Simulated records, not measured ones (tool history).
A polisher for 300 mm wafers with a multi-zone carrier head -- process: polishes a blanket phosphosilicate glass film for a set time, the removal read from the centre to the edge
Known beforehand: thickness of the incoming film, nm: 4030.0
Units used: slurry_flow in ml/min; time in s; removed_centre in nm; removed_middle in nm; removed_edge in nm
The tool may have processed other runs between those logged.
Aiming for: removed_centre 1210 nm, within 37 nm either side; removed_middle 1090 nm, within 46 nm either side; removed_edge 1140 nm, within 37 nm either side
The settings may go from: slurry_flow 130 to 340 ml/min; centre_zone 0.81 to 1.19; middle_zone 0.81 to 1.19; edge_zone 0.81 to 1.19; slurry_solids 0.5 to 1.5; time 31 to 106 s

run 1 hour=0 | slurry_flow=220 centre_zone=1 middle_zone=1 edge_zone=1 slurry_solids=1 time=68 | removed_centre=851.26 removed_middle=832.45 removed_edge=858.06
run 2 hour=1.4 | slurry_flow=220 centre_zone=1 middle_zone=1.05 edge_zone=1 slurry_solids=1 time=68 | removed_centre=853.68 removed_middle=868.16 removed_edge=851.31
run 3 hour=4.1 | slurry_flow=225 centre_zone=1.02 middle_zone=1.05 edge_zone=1.03 slurry_solids=1.1 time=68 | removed_centre=913.25 removed_middle=920.63 removed_edge=904.73
run 4 hour=10 | slurry_flow=225 centre_zone=0.97 middle_zone=1.05 edge_zone=1.03 slurry_solids=1.1 time=68 | removed_centre=867.05 removed_middle=946.61 removed_edge=910.61
run 5 hour=11.4 | slurry_flow=225 centre_zone=0.97 middle_zone=1.05 edge_zone=1.03 slurry_solids=1.1 time=57 | removed_centre=728.36 removed_middle=791.31 removed_edge=768.4
run 6 hour=13.9 | slurry_flow=225 centre_zone=0.97 middle_zone=1.05 edge_zone=1.07 slurry_solids=1.1 time=57 | removed_centre=727.61 removed_middle=775.6 removed_edge=778.08
run 7 hour=22.7 | slurry_flow=230 centre_zone=1 middle_zone=1.05 edge_zone=1.08 slurry_solids=1.2 time=59 | removed_centre=805.7 removed_middle=852.43 removed_edge=837.09
run 8 hour=30.9 | slurry_flow=250 centre_zone=1.1 middle_zone=0.95 edge_zone=1.18 slurry_solids=1.45 time=71 | removed_centre=1173.7 removed_middle=1035 removed_edge=1156.1
run 9 hour=38.6 | slurry_flow=255 centre_zone=1.1 middle_zone=0.96 edge_zone=1.17 slurry_solids=1.45 time=71 | removed_centre=1175.6 removed_middle=1036.7 removed_edge=1140.9
run 10 hour=41.6 | slurry_flow=255 centre_zone=1.1 middle_zone=0.97 edge_zone=1.17 slurry_solids=1.45 time=71 | removed_centre=1177.2 removed_middle=1039.2 removed_edge=1167.5
run 11 hour=48.8 | slurry_flow=255 centre_zone=1.1 middle_zone=0.98 edge_zone=1.15 slurry_solids=1.45 time=71 | removed_centre=1184 removed_middle=1042.1 removed_edge=1137.3

Exercise: of the 5 proposed moves below, exactly one satisfies all targets within the stated allowed misses. Which move is it?
run A hour=56 | slurry_flow=280 centre_zone=1.14 middle_zone=0.93 edge_zone=1.12 slurry_solids=1.2 time=76 | removed_centre=? removed_middle=? removed_edge=?
run B hour=56 | slurry_flow=285 centre_zone=1.1 middle_zone=1.05 edge_zone=1.13 slurry_solids=1.5 time=66 | removed_centre=? removed_middle=? removed_edge=?
run C hour=56 | slurry_flow=275 centre_zone=1.14 middle_zone=1.03 edge_zone=1.15 slurry_solids=1.45 time=70 | removed_centre=? removed_middle=? removed_edge=?
run D hour=56 | slurry_flow=230 centre_zone=1.07 middle_zone=0.87 edge_zone=1.15 slurry_solids=1.5 time=74 | removed_centre=? removed_middle=? removed_edge=?
run E hour=56 | slurry_flow=235 centre_zone=1.09 middle_zone=0.88 edge_zone=1.19 slurry_solids=1.5 time=70 | removed_centre=? removed_middle=? removed_edge=?

move=A removed_centre=1189.2 removed_middle=1022.6 removed_edge=1137.5
move=B removed_centre=1101.6 removed_middle=1079.9 removed_edge=1090
move=C removed_centre=1185.8 removed_middle=1107.9 removed_edge=1148.2
move=D removed_centre=1168.8 removed_middle=1012.2 removed_edge=1212
move=E removed_centre=1128 removed_middle=968.94 removed_edge=1169.5
A: its largest miss is bigger than the last run's
B: the furthest-off result lands on target, but another misses its tolerance
C: all results in spec
D: its largest miss is bigger than the last run's
E: its largest miss is bigger than the last run's
Correct choice: C, which meets every target

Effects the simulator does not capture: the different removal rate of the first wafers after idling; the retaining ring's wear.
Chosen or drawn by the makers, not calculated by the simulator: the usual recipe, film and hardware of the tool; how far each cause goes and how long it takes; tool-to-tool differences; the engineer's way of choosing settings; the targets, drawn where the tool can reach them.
